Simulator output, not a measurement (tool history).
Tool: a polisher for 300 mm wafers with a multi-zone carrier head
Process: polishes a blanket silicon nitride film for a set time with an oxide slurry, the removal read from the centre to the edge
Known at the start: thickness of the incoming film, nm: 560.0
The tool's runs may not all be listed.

run  hour  flow of slurry (ml/min)  pressure of the head's centre zone  pressure of the head's middle zone  pressure of the head's edge zone  abrasive content of the slurry  polishing time (s)  film removed at the wafer's centre (Å)  film removed at mid-radius (Å)  film removed at the wafer's edge (Å)
  1   0.0                      315                                1.00                                1.00                              1.00                             1.0                  33                                  181.91                          180.16                                180.33
  2   6.0                      315                                1.00                                1.08                              1.00                             1.0                  33                                  176.22                          194.90                                181.78
  3  11.0                      315                                0.95                                1.08                              1.00                             1.0                  33                                  170.63                          192.45                                177.49
  4  18.2                      275                                0.95                                1.08                              1.00                             1.0                  33                                  164.76                          191.27                                177.48
  5  21.5                      275                                0.95                                1.11                              1.00                             1.0                  33                                  168.91                          192.64                                176.99
  6  25.0                      275                                0.95                                1.11                              1.00                             1.2                  33                                  183.51                          213.69                                197.86

Run 7 comes next. What will it give?
  7  27.3                      275                                0.94                                1.07                              0.99                             1.1                  33                                       ?                               ?                                     ?

film removed at the wafer's centre (Å): 171.66
film removed at mid-radius (Å): 202.83
film removed at the wafer's edge (Å): 186.18
